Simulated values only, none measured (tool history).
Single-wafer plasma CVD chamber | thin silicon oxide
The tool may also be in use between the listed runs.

run,hour,heater temperature setpoint (K),chamber pressure (mTorr),RF power (kW),deposition time (s),mean film thickness on the monitor wafer (nm)
1,0.0,693.15,753,0.270,4.65,7.8607
2,1.8,693.15,753,0.270,4.80,8.0981
3,2.5,693.15,753,0.250,4.80,7.9804
4,5.2,693.15,753,0.250,4.65,7.6866
5,8.4,693.15,753,0.215,4.65,7.2466
6,15.5,693.15,790,0.215,4.65,7.6106
7,23.0,693.15,790,0.215,4.65,7.4863
8,30.4,693.15,830,0.215,4.65,7.8449
9,33.9,693.15,863,0.215,4.65,8.1577
10,40.8,693.15,889,0.215,4.65,8.2981
11,46.0,693.15,914,0.215,4.65,8.4316

Forecast run 12:
12,49.1,693.15,938,0.215,4.65,?

{"run 12": {"mean film thickness on the monitor wafer (nm)": 8.6505}}

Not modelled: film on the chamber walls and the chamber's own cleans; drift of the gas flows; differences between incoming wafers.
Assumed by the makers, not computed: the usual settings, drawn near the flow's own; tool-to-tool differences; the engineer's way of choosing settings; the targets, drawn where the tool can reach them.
